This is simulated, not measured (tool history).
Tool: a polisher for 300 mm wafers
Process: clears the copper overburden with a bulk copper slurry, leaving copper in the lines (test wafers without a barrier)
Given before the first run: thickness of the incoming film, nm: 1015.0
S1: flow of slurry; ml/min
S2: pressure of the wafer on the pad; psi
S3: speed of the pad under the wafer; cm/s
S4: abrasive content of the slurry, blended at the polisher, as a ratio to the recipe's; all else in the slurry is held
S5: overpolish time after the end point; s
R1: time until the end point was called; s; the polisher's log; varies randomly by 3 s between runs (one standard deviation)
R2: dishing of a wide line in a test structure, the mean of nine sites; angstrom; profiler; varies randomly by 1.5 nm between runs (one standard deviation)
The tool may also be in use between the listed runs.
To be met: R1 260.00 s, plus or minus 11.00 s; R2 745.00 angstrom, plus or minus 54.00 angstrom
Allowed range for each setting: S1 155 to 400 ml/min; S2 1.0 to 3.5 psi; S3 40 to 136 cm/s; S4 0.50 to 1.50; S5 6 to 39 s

run	hour	S1	S2	S3	S4	S5	R1	R2
1	0.0	255	2.2	88	1.00	20	175.46	663.98
2	7.9	255	2.2	88	0.80	20	179.03	655.90
3	16.6	255	1.7	88	0.80	20	221.48	554.04
4	22.7	255	1.4	88	0.80	20	252.59	503.46
5	23.4	255	1.4	88	0.80	27	252.90	594.50
6	27.0	295	1.4	88	0.80	27	249.00	619.47
7	28.5	295	1.4	88	0.80	30	253.33	687.26
8	29.1	295	1.4	88	0.80	30	247.17	655.14
9	32.2	295	1.4	88	0.80	32	245.85	700.01
10	34.2	295	1.4	88	0.80	33	247.96	719.37
11	42.1	295	1.4	88	0.80	34	243.41	742.85
12	42.7	295	1.4	88	0.80	34	244.70	728.17
13	48.1	295	1.4	88	0.80	35	246.74	735.58
14	52.2	295	1.4	88	0.80	36	244.45	764.67

Exactly one of the 4 candidate moves below puts every result within its allowed miss. Which one?
A	56.3	305	1.5	90	0.95	37	?	?
B	56.3	330	1.8	82	0.80	32	?	?
C	56.3	370	1.3	84	0.80	38	?	?
D	56.3	305	1.6	94	0.75	29	?	?

move	R1	R2
A	222.53	804.41
B	220.22	765.98
C	264.74	729.81
D	215.95	720.93
A: the biggest miss grows against the last run
B: the biggest miss grows against the last run
C: every result within its allowed miss
D: the biggest miss grows against the last run
Answer: C
